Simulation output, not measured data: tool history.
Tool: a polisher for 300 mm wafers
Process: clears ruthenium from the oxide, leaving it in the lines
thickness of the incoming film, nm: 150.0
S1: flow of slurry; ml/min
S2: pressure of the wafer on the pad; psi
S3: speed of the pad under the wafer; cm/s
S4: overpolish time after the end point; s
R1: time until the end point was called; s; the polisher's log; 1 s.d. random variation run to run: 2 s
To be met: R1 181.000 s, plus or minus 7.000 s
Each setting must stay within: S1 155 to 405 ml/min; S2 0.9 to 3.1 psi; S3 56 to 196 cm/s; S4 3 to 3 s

| run | hour | S1 | S2 | S3 | S4 | R1 |
|---|---|---|---|---|---|---|
| 1 | 0.0 | 260 | 2.0 | 126 | 3 | 99.491 |
| 2 | 0.6 | 260 | 1.8 | 124 | 3 | 108.150 |
| 3 | 3.1 | 260 | 1.8 | 144 | 3 | 95.620 |
| 4 | 5.7 | 235 | 1.8 | 144 | 3 | 98.139 |
| 5 | 14.2 | 235 | 1.8 | 144 | 3 | 97.135 |
| 6 | 23.2 | 230 | 1.6 | 138 | 3 | 113.450 |
| 7 | 24.5 | 225 | 1.0 | 122 | 3 | 198.280 |
| 8 | 32.6 | 230 | 1.0 | 122 | 3 | 202.690 |

Which single option among these 4 for the next run brings every result within its allowed miss of target? Just one does.
| A | 40.7 | 230 | 0.9 | 112 | 3 | ? |
| B | 40.7 | 220 | 1.1 | 94 | 3 | ? |
| C | 40.7 | 155 | 1.1 | 128 | 3 | ? |
| D | 40.7 | 225 | 0.9 | 114 | 3 | ? |

| move | R1 |
|---|---|
| A | 242.800 |
| B | 239.040 |
| C | 184.750 |
| D | 239.210 |
A: lands further from the targets than the last run did
B: lands further from the targets than the last run did
C: hits every target within its allowed miss
D: lands further from the targets than the last run did
C is the move that brings every result within its allowed miss.
